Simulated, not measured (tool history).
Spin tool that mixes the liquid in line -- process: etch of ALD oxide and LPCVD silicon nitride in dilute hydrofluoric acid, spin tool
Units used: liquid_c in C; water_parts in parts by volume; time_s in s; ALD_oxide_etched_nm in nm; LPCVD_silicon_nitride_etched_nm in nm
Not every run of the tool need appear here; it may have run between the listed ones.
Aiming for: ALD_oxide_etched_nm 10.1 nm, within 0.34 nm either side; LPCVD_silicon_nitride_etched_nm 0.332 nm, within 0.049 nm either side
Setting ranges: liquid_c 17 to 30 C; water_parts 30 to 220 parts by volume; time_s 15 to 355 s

run	day	liquid_c	water_parts	time_s	ALD_oxide_etched_nm	LPCVD_silicon_nitride_etched_nm
1	0	22	125	180	25.937	0.70775
2	0.108	22	140	180	23.01	0.67395
3	0.412	21.5	150	180	20.72	0.55836
4	0.738	21.5	115	180	28.092	0.77485
5	0.975	21.5	85	180	39.18	1.047
6	1.158	25	85	180	45.058	1.3074
7	1.512	24.5	105	180	34.587	0.99711
8	1.675	24.5	125	180	28.184	0.82134
9	1.908	24.5	140	180	24.872	0.76697
10	2.021	20.5	190	180	14.957	0.40557
11	2.192	21	195	175	14.352	0.43078
12	2.283	21	200	170	13.503	0.36933
13	2.5	21.5	205	165	12.918	0.38435
14	2.733	21.5	205	160	12.629	0.37121
15	3.038	21.5	205	155	12.382	0.35998

4 candidate next runs follow, results not yet known. Just one meets every target within its allowed miss. Identify it.
A	3.342	24.5	220	125	?	?
B	3.342	17	180	180	?	?
C	3.342	24	220	135	?	?
D	3.342	23.5	210	115	?	?

move	ALD_oxide_etched_nm	LPCVD_silicon_nitride_etched_nm
A	9.9442	0.32728
B	13.667	0.35152
C	10.546	0.34257
D	9.3381	0.29608
A: every result within its allowed miss
B: its largest miss is bigger than the last run's
C: an improvement on the last run, though not all results are within tolerance
D: pushes the last run's worst result past its target
Go with A: it meets all targets.

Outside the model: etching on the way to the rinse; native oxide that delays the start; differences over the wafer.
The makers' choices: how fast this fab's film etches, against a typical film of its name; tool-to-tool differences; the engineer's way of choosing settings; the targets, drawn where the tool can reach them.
